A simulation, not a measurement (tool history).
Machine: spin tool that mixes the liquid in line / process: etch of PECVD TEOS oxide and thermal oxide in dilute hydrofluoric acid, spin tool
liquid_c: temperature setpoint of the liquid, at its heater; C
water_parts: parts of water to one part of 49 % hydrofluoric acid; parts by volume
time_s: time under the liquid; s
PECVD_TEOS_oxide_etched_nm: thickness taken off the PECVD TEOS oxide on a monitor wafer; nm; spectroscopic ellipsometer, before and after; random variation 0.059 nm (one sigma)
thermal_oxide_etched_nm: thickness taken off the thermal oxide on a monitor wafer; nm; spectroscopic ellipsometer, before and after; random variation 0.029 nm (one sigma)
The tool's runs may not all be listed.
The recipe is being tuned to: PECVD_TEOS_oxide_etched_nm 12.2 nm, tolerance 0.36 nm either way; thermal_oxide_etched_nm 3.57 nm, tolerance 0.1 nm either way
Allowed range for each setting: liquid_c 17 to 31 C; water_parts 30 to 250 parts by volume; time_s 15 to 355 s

run 1 hour=0 | liquid_c=23 water_parts=140 time_s=180 | PECVD_TEOS_oxide_etched_nm=18.732 thermal_oxide_etched_nm=5.4271
run 2 hour=5.4 | liquid_c=21.5 water_parts=140 time_s=180 | PECVD_TEOS_oxide_etched_nm=17.653 thermal_oxide_etched_nm=5.1376
run 3 hour=8.5 | liquid_c=21.5 water_parts=140 time_s=220 | PECVD_TEOS_oxide_etched_nm=21.644 thermal_oxide_etched_nm=6.2228
run 4 hour=14 | liquid_c=21.5 water_parts=170 time_s=220 | PECVD_TEOS_oxide_etched_nm=17.057 thermal_oxide_etched_nm=5.0148
run 5 hour=14.7 | liquid_c=19.5 water_parts=170 time_s=220 | PECVD_TEOS_oxide_etched_nm=15.762 thermal_oxide_etched_nm=4.6447
run 6 hour=16.9 | liquid_c=18.5 water_parts=175 time_s=220 | PECVD_TEOS_oxide_etched_nm=14.692 thermal_oxide_etched_nm=4.2903
run 7 hour=25.6 | liquid_c=18 water_parts=180 time_s=220 | PECVD_TEOS_oxide_etched_nm=14.052 thermal_oxide_etched_nm=4.0583
run 8 hour=31.4 | liquid_c=18 water_parts=185 time_s=220 | PECVD_TEOS_oxide_etched_nm=13.56 thermal_oxide_etched_nm=3.9311
run 9 hour=33.9 | liquid_c=18 water_parts=190 time_s=220 | PECVD_TEOS_oxide_etched_nm=13.078 thermal_oxide_etched_nm=3.8343
run 10 hour=37.9 | liquid_c=17.5 water_parts=190 time_s=220 | PECVD_TEOS_oxide_etched_nm=12.843 thermal_oxide_etched_nm=3.7849

4 next moves are on the table. One of them brings every result within its allowed miss. Which?
run A hour=41.9 | liquid_c=19 water_parts=225 time_s=270 | PECVD_TEOS_oxide_etched_nm=? thermal_oxide_etched_nm=?
run B hour=41.9 | liquid_c=17 water_parts=65 time_s=70 | PECVD_TEOS_oxide_etched_nm=? thermal_oxide_etched_nm=?
run C hour=41.9 | liquid_c=17 water_parts=170 time_s=215 | PECVD_TEOS_oxide_etched_nm=? thermal_oxide_etched_nm=?
run D hour=41.9 | liquid_c=23 water_parts=235 time_s=220 | PECVD_TEOS_oxide_etched_nm=? thermal_oxide_etched_nm=?

move=A PECVD_TEOS_oxide_etched_nm=13.743 thermal_oxide_etched_nm=3.9743
move=B PECVD_TEOS_oxide_etched_nm=13.352 thermal_oxide_etched_nm=3.8612
move=C PECVD_TEOS_oxide_etched_nm=14.093 thermal_oxide_etched_nm=4.0757
move=D PECVD_TEOS_oxide_etched_nm=12.337 thermal_oxide_etched_nm=3.5677
A: the biggest miss grows against the last run
B: the biggest miss grows against the last run
C: the biggest miss grows against the last run
D: all results land within tolerance of their targets
So the answer is move D, the one that meets all the targets.
